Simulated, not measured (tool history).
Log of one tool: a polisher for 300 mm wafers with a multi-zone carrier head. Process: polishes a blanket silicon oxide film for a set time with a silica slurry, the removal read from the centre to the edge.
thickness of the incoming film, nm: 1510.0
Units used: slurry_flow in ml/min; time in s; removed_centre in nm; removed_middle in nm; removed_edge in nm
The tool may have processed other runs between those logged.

| run | day | slurry_flow | centre_zone | middle_zone | edge_zone | slurry_solids | time | removed_centre | removed_middle | removed_edge |
|---|---|---|---|---|---|---|---|---|---|---|
| 1 | 0 | 185 | 1 | 1 | 1 | 1 | 67 | 178.37 | 173.12 | 173.34 |
| 2 | 0.262 | 140 | 1 | 1 | 1 | 1 | 67 | 161.67 | 163.96 | 167.23 |
| 3 | 0.371 | 140 | 0.94 | 1 | 1 | 1 | 67 | 158.38 | 165.33 | 169.62 |
| 4 | 0.438 | 140 | 0.94 | 1 | 1 | 1.15 | 67 | 162.44 | 172.9 | 176.7 |
| 5 | 0.729 | 140 | 0.94 | 1 | 1 | 1.25 | 67 | 166.84 | 177.05 | 182.29 |
| 6 | 1.083 | 140 | 0.94 | 1.04 | 1 | 1.25 | 67 | 172.6 | 183.45 | 182.07 |

Estimate the outcome of run 7 from the log above:
| 7 | 1.454 | 135 | 0.92 | 1.05 | 1 | 1.25 | 67 | ? | ? | ? |

{"run 7": {"removed_centre": 162.77, "removed_middle": 183.55, "removed_edge": 180.39}}
